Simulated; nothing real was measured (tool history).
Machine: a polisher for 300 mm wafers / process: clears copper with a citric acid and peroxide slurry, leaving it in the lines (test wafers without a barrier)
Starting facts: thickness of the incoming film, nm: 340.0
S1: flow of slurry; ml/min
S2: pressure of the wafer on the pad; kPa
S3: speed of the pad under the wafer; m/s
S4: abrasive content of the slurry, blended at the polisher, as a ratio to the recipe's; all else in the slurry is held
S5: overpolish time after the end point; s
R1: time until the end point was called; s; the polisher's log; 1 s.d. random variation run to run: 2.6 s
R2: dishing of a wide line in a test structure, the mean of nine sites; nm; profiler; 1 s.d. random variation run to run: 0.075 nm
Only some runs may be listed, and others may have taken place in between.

run	hour	S1	S2	S3	S4	S5	R1	R2
1	0.0	220	17.2	1.36	1.00	8	161.58	13.9440
2	7.2	220	14.5	1.36	1.00	8	199.54	11.4110
3	15.6	220	14.5	1.38	1.00	7	190.50	10.4950
4	16.9	215	13.8	1.44	1.00	6	198.54	9.1838
5	25.4	185	13.8	1.44	1.00	6	198.59	8.8246
6	31.3	185	13.8	1.28	1.00	6	217.59	7.9021
7	36.8	245	18.6	0.90	1.25	2	209.98	2.7190

Forecast run 8:
8	45.4	245	20.0	0.94	1.25	2	?	?

{"run 8": {"R1": 188.19, "R2": 3.0398}}

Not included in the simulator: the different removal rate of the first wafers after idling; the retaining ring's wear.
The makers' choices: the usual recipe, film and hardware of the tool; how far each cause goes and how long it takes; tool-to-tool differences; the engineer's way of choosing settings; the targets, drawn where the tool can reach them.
